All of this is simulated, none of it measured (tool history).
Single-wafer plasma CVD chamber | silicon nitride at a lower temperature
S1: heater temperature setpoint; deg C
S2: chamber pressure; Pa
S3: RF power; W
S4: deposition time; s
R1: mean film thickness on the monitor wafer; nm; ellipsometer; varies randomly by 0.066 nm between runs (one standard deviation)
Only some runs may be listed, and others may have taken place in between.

| run | hour | S1 | S2 | S3 | S4 | R1 |
|---|---|---|---|---|---|---|
| 1 | 0.0 | 365 | 212 | 285 | 12.6 | 14.807 |
| 2 | 7.6 | 371 | 212 | 285 | 12.6 | 14.618 |
| 3 | 16.1 | 371 | 240 | 285 | 12.6 | 15.202 |
| 4 | 25.0 | 371 | 240 | 285 | 12.6 | 15.032 |
| 5 | 33.7 | 371 | 240 | 300 | 12.6 | 15.722 |
| 6 | 38.9 | 371 | 259 | 300 | 12.6 | 16.253 |
| 7 | 44.7 | 371 | 244 | 295 | 12.6 | 15.611 |
| 8 | 52.2 | 371 | 232 | 290 | 12.6 | 15.258 |
| 9 | 58.8 | 371 | 223 | 285 | 12.6 | 14.945 |
| 10 | 65.3 | 371 | 216 | 275 | 12.6 | 14.548 |

Estimate the outcome of run 11 from the log above:
| 11 | 71.6 | 371 | 209 | 270 | 12.6 | ? |

For run 11 the tool returned R1 14.127 nm.

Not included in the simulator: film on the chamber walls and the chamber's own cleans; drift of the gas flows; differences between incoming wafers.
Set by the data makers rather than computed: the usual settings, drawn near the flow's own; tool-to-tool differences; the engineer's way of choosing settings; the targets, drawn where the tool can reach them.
